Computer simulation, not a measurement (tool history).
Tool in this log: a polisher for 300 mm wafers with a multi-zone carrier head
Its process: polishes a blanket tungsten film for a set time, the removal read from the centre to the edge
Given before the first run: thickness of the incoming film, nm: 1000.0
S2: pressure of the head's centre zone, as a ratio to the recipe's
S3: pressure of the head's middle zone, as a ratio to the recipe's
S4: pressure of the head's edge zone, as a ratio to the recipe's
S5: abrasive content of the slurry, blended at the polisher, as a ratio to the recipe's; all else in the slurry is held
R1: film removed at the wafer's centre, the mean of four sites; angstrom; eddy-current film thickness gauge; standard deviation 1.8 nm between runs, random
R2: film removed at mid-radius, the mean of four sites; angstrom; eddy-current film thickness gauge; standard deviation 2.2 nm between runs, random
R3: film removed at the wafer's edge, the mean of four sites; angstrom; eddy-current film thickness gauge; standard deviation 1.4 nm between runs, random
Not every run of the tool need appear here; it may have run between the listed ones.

Run 1, day 0.000: flow of slurry (ml/min) 245, S2 1.00, S3 1.00, S4 1.00, S5 1.00, polishing time (s) 45. Result: R1 2901.4 angstrom, R2 2860.4 angstrom, R3 2901.5 angstrom.
Run 2, day 0.329: flow of slurry (ml/min) 240, S2 0.97, S3 0.97, S4 0.97, S5 0.85, polishing time (s) 42. Result: R1 2567.9 angstrom, R2 2568.0 angstrom, R3 2619.0 angstrom.
Run 3, day 0.579: flow of slurry (ml/min) 235, S2 0.95, S3 0.95, S4 0.95, S5 0.75, polishing time (s) 39. Result: R1 2307.1 angstrom, R2 2348.6 angstrom, R3 2354.0 angstrom.
Run 4, day 0.875: flow of slurry (ml/min) 235, S2 0.95, S3 1.03, S4 0.95, S5 0.75, polishing time (s) 39. Result: R1 2303.1 angstrom, R2 2425.1 angstrom, R3 2370.5 angstrom.
Run 5, day 1.004: flow of slurry (ml/min) 225, S2 0.94, S3 0.99, S4 0.95, S5 0.70, polishing time (s) 37. Result: R1 2114.5 angstrom, R2 2225.0 angstrom, R3 2177.1 angstrom.
Run 6, day 1.088: flow of slurry (ml/min) 210, S2 0.93, S3 0.95, S4 0.96, S5 0.65, polishing time (s) 36. Result: R1 2026.4 angstrom, R2 2045.4 angstrom, R3 2113.6 angstrom.
Run 7, day 1.246: flow of slurry (ml/min) 200, S2 0.92, S3 0.93, S4 0.94, S5 0.60, polishing time (s) 35. Result: R1 1921.1 angstrom, R2 1939.9 angstrom, R3 2001.5 angstrom.

Run 8 comes next. What will it give?
Run 8, day 1.504: flow of slurry (ml/min) 190, S2 0.91, S3 0.92, S4 0.92, S5 0.55, polishing time (s) 35. Result: R1 ?, R2 ?, R3 ?.

{"run 8": {"R1": 1852.2, "R2": 1890.5, "R3": 1928.5}}
